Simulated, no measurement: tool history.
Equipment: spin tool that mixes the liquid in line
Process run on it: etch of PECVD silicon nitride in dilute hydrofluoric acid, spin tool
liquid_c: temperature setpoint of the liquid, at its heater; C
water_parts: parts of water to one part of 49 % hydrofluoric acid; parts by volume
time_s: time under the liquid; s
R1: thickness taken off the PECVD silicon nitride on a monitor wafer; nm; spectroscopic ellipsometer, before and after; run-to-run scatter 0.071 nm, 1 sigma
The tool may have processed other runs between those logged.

{"run": 1, "hour": 0.0, "liquid_c": 21.0, "water_parts": 80, "time_s": 300, "R1": 5.0538}
{"run": 2, "hour": 8.4, "liquid_c": 21.5, "water_parts": 80, "time_s": 300, "R1": 5.2066}
{"run": 3, "hour": 11.0, "liquid_c": 21.5, "water_parts": 80, "time_s": 325, "R1": 5.6412}
{"run": 4, "hour": 12.4, "liquid_c": 20.0, "water_parts": 80, "time_s": 325, "R1": 5.0504}
{"run": 5, "hour": 13.0, "liquid_c": 20.5, "water_parts": 80, "time_s": 325, "R1": 5.2214}
{"run": 6, "hour": 21.6, "liquid_c": 20.5, "water_parts": 105, "time_s": 325, "R1": 4.0854}
{"run": 7, "hour": 22.4, "liquid_c": 21.5, "water_parts": 105, "time_s": 325, "R1": 4.3395}
{"hour": 26.9, "done": "hydrofluoric acid flow meter replaced"}
{"run": 8, "hour": 26.9, "liquid_c": 22.5, "water_parts": 105, "time_s": 325, "R1": 5.2194}
{"run": 9, "hour": 30.7, "liquid_c": 23.0, "water_parts": 105, "time_s": 325, "R1": 5.3044}
{"run": 10, "hour": 35.8, "liquid_c": 23.5, "water_parts": 105, "time_s": 325, "R1": 5.6977}

Forecast run 11:
{"run": 11, "hour": 41.0, "liquid_c": 27.0, "water_parts": 105, "time_s": 325, "R1": "?"}

R1: 7.0568 nm
